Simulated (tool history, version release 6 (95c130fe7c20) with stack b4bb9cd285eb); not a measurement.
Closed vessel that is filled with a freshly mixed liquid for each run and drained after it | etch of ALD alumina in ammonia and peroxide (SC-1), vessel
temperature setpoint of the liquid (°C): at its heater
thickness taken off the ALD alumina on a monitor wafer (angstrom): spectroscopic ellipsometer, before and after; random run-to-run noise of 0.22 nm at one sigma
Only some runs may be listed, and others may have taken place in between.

run,day,temperature setpoint of the liquid (°C),parts of 29 % ammonia solution to one part of 30 % peroxide (parts by volume),time in the liquid (s),thickness taken off the ALD alumina on a monitor wafer (angstrom)
1,0,57,0.55,230,210.28
2,0.162,57,0.55,230,208.48
3,0.392,60,0.55,230,249.21
4,0.55,61,0.55,230,255.29
5,0.617,54.5,0.55,230,183.21
6,0.883,55.5,0.55,230,195.39
7,1.108,56,0.55,230,198.66
8,1.4,56,0.55,230,199.86
9,1.429,56.5,0.55,230,205.46
10,1.504,57,0.55,230,209.81
11,1.696,57.5,0.55,230,215.91
12,1.838,58,0.55,230,223.82
13,1.988,58.5,0.55,230,231.62

Forecast run 14:
# day 2.138: thermometer replaced
14,2.138,59,0.55,230,?

thickness taken off the ALD alumina on a monitor wafer (angstrom): 250.35
